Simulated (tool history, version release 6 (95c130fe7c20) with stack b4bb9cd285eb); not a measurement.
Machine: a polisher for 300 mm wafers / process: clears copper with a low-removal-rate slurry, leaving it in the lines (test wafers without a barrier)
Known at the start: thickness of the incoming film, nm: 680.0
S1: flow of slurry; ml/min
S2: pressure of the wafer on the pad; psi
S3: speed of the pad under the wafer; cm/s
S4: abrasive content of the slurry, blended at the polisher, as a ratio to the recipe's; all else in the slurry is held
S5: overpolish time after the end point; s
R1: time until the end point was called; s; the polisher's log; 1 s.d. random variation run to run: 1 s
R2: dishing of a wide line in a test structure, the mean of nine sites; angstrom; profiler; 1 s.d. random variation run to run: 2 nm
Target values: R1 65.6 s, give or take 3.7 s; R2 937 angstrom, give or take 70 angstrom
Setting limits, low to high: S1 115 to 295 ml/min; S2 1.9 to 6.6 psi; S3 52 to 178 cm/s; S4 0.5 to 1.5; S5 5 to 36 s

{"run": 1, "hour": 0.0, "S1": 190, "S2": 4.2, "S3": 114, "S4": 1, "S5": 18, "R1": 123.99, "R2": 637.04}
{"run": 2, "hour": 9.0, "S1": 190, "S2": 4.9, "S3": 116, "S4": 1, "S5": 17, "R1": 108.54, "R2": 711.64}
{"run": 3, "hour": 13.5, "S1": 190, "S2": 4.9, "S3": 116, "S4": 1, "S5": 24, "R1": 108.11, "R2": 898.63}
{"run": 4, "hour": 17.7, "S1": 190, "S2": 5.4, "S3": 122, "S4": 1, "S5": 21, "R1": 87.908, "R2": 885.73}
{"run": 5, "hour": 20.4, "S1": 220, "S2": 5.4, "S3": 122, "S4": 1, "S5": 21, "R1": 87.253, "R2": 924.46}
{"run": 6, "hour": 21.6, "S1": 220, "S2": 5.7, "S3": 124, "S4": 1, "S5": 20, "R1": 85.779, "R2": 905.88}
{"run": 7, "hour": 29.5, "S1": 220, "S2": 6, "S3": 128, "S4": 1, "S5": 19, "R1": 78.996, "R2": 955.06}
{"run": 8, "hour": 30.4, "S1": 220, "S2": 6.2, "S3": 132, "S4": 1, "S5": 17, "R1": 73.913, "R2": 938.4}
{"run": 9, "hour": 36.4, "S1": 220, "S2": 6.2, "S3": 132, "S4": 1, "S5": 17, "R1": 72.229, "R2": 925.23}
{"run": 10, "hour": 40.2, "S1": 220, "S2": 6.3, "S3": 134, "S4": 1, "S5": 17, "R1": 72.86, "R2": 953.6}

Next run, 5 choices. One meets every target within its allowed miss, the rest don't. Which?
{"run": "A", "hour": 44.0, "S1": 195, "S2": 6.3, "S3": 142, "S4": 1.05, "S5": 16, "R1": "?", "R2": "?"}
{"run": "B", "hour": 44.0, "S1": 215, "S2": 6.6, "S3": 162, "S4": 0.95, "S5": 14, "R1": "?", "R2": "?"}
{"run": "C", "hour": 44.0, "S1": 295, "S2": 6.6, "S3": 130, "S4": 0.55, "S5": 20, "R1": "?", "R2": "?"}
{"run": "D", "hour": 44.0, "S1": 250, "S2": 6.6, "S3": 144, "S4": 0.8, "S5": 23, "R1": "?", "R2": "?"}
{"run": "E", "hour": 44.0, "S1": 220, "S2": 6.6, "S3": 130, "S4": 1.15, "S5": 24, "R1": "?", "R2": "?"}

move=A R1=66.619 R2=929.98
move=B R1=56.933 R2=945.74
move=C R1=81.432 R2=945.06
move=D R1=66.158 R2=1138.6
move=E R1=66.616 R2=1157.6
A: hits every target within its allowed miss
B: takes the result that was furthest off past its target
C: the biggest miss grows against the last run
D: the furthest-off result lands on target, but another misses its tolerance
E: the furthest-off result lands on target, but another misses its tolerance
So the answer is move A, the one that meets all the targets.
